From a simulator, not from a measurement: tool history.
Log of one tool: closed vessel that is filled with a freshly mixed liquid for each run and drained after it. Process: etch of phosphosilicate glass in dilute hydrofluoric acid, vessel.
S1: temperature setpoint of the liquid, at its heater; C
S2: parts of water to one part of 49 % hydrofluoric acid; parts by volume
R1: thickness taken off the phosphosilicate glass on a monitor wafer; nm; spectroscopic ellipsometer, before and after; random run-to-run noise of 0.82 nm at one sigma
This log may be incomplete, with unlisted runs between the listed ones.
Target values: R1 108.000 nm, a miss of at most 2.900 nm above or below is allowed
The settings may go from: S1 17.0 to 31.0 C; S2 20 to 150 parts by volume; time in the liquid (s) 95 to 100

Run 1, day 0.000: S1 23.0 C, S2 85 parts by volume, time in the liquid (s) 95. Result: R1 96.581 nm.
Run 2, day 0.296: S1 23.0 C, S2 110 parts by volume, time in the liquid (s) 95. Result: R1 73.424 nm.
Run 3, day 0.512: S1 23.0 C, S2 90 parts by volume, time in the liquid (s) 95. Result: R1 91.087 nm.
Run 4, day 0.875: S1 23.0 C, S2 120 parts by volume, time in the liquid (s) 95. Result: R1 65.064 nm.
Run 5, day 1.129: S1 24.0 C, S2 120 parts by volume, time in the liquid (s) 95. Result: R1 68.614 nm.
Run 6, day 1.517: S1 24.0 C, S2 100 parts by volume, time in the liquid (s) 95. Result: R1 82.784 nm.
Run 7, day 1.762: S1 24.5 C, S2 100 parts by volume, time in the liquid (s) 95. Result: R1 84.616 nm.
Run 8, day 1.862: S1 25.0 C, S2 100 parts by volume, time in the liquid (s) 95. Result: R1 87.092 nm.
Run 9, day 2.200: S1 25.5 C, S2 100 parts by volume, time in the liquid (s) 95. Result: R1 89.548 nm.
Run 10, day 2.558: S1 29.5 C, S2 100 parts by volume, time in the liquid (s) 95. Result: R1 103.960 nm.

Which one of the following 4 next-run settings gets every result inside its allowed miss? There is exactly one.
Run A, day 2.917: S1 27.5 C, S2 90 parts by volume, time in the liquid (s) 95. Result: R1 ?.
Run B, day 2.917: S1 27.5 C, S2 95 parts by volume, time in the liquid (s) 95. Result: R1 ?.
Run C, day 2.917: S1 25.0 C, S2 80 parts by volume, time in the liquid (s) 100. Result: R1 ?.
Run D, day 2.917: S1 29.5 C, S2 105 parts by volume, time in the liquid (s) 95. Result: R1 ?.

move       R1
   A  109.250
   B  102.800
   C  118.840
   D   99.001
A: in spec on every target
B: moves away from the targets compared with the last run
C: the result that was furthest off in the last run now lies on the other side of its target
D: moves away from the targets compared with the last run
A is the move that brings every result within its allowed miss.
